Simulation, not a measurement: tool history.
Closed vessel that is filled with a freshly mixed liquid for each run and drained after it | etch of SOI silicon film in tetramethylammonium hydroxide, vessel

run    day  temperature setpoint of the liquid (C)  concentration of hydroxide in the mixed liquid (% by weight)  time in the liquid (s)  thickness taken off the SOI silicon film on a monitor wafer (Å)
  1      0                                      69                                                            12                      90                                                           5753.7
  2  0.121                                      69                                                          14.5                      90                                                           5258.3
  3  0.217                                      69                                                          14.5                      90                                                           5312.1
  4  0.412                                    71.5                                                          14.5                      90                                                             6205
  5  0.462                                    71.5                                                          14.5                      95                                                           6410.1
  6  0.521                                      69                                                          14.5                      95                                                           5570.8

The next listed run, before its measurement:
  7  0.838                                      70                                                          14.5                      95                                                                ?

Run 7 gave thickness taken off the SOI silicon film on a monitor wafer (Å) 5896.3.
